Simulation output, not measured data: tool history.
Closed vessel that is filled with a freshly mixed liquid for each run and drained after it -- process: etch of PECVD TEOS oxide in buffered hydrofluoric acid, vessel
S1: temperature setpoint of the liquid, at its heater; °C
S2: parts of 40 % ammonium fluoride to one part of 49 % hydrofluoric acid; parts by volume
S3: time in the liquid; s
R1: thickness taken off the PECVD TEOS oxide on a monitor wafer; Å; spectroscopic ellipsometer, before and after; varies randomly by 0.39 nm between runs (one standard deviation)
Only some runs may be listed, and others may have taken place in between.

run  hour    S1    S2  S3      R1
  1     0    20  16.5  30  172.77
  2     3    20  16.5  30  172.64
  3     9    17  16.5  30  147.97
  4    18    17  16.5  30  147.39
  5  20.9    17  16.5  30  147.85
  6    24    17  14.5  30  166.71
     26.4  -- hydrofluoric acid flow meter replaced
  7  26.4  20.5  11.5  30  290.01

Estimate the outcome of run 8 from the log above:
  8  31.2  23  11  30   ?

R1: 342.1 Å
